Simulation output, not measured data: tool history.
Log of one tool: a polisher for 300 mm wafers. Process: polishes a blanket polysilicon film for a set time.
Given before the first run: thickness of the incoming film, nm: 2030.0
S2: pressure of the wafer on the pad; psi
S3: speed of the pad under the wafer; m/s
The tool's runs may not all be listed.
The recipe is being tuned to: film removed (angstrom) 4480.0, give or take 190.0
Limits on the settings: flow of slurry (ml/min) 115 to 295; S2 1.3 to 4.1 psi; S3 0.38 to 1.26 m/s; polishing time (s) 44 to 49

Run 1, day 0.000: flow of slurry (ml/min) 190, S2 2.7 psi, S3 0.82 m/s, polishing time (s) 49. Result: film removed (angstrom) 3437.1.
Run 2, day 0.033: flow of slurry (ml/min) 190, S2 2.7 psi, S3 0.74 m/s, polishing time (s) 49. Result: film removed (angstrom) 3122.1.
Run 3, day 0.079: flow of slurry (ml/min) 190, S2 2.3 psi, S3 0.74 m/s, polishing time (s) 49. Result: film removed (angstrom) 2803.2.
Run 4, day 0.271: flow of slurry (ml/min) 190, S2 2.3 psi, S3 0.88 m/s, polishing time (s) 49. Result: film removed (angstrom) 3363.3.
Run 5, day 0.400: flow of slurry (ml/min) 190, S2 2.4 psi, S3 0.88 m/s, polishing time (s) 49. Result: film removed (angstrom) 3389.5.
Run 6, day 0.458: flow of slurry (ml/min) 190, S2 2.5 psi, S3 0.88 m/s, polishing time (s) 49. Result: film removed (angstrom) 3410.4.
Run 7, day 0.796: flow of slurry (ml/min) 190, S2 2.6 psi, S3 0.88 m/s, polishing time (s) 49. Result: film removed (angstrom) 3558.6.
Run 8, day 1.004: flow of slurry (ml/min) 190, S2 2.7 psi, S3 0.88 m/s, polishing time (s) 49. Result: film removed (angstrom) 3588.3.
Run 9, day 1.292: flow of slurry (ml/min) 190, S2 2.8 psi, S3 0.88 m/s, polishing time (s) 49. Result: film removed (angstrom) 3817.9.
At day 1.542: head pressure recalibrated.
Run 10, day 1.542: flow of slurry (ml/min) 190, S2 2.8 psi, S3 0.88 m/s, polishing time (s) 49. Result: film removed (angstrom) 4066.8.
Run 11, day 1.838: flow of slurry (ml/min) 190, S2 2.8 psi, S3 0.88 m/s, polishing time (s) 49. Result: film removed (angstrom) 4072.6.
Run 12, day 1.938: flow of slurry (ml/min) 190, S2 2.9 psi, S3 0.88 m/s, polishing time (s) 49. Result: film removed (angstrom) 4192.5.
Run 13, day 2.054: flow of slurry (ml/min) 190, S2 3.0 psi, S3 0.88 m/s, polishing time (s) 49. Result: film removed (angstrom) 4237.3.

Which one of the following 4 next-run settings gets every result inside its allowed miss? There is exactly one.
Run A, day 2.171: flow of slurry (ml/min) 195, S2 2.8 psi, S3 0.96 m/s, polishing time (s) 45. Result: film removed (angstrom) ?.
Run B, day 2.171: flow of slurry (ml/min) 180, S2 2.9 psi, S3 0.86 m/s, polishing time (s) 47. Result: film removed (angstrom) ?.
Run C, day 2.171: flow of slurry (ml/min) 205, S2 3.1 psi, S3 0.86 m/s, polishing time (s) 46. Result: film removed (angstrom) ?.
Run D, day 2.171: flow of slurry (ml/min) 185, S2 3.0 psi, S3 0.94 m/s, polishing time (s) 48. Result: film removed (angstrom) ?.

move  film removed (angstrom)
   A                   4027.3
   B                   3836.2
   C                   4003.8
   D                   4392.8
A: further off than the last run
B: further off than the last run
C: further off than the last run
D: all results in spec
The right move is D.
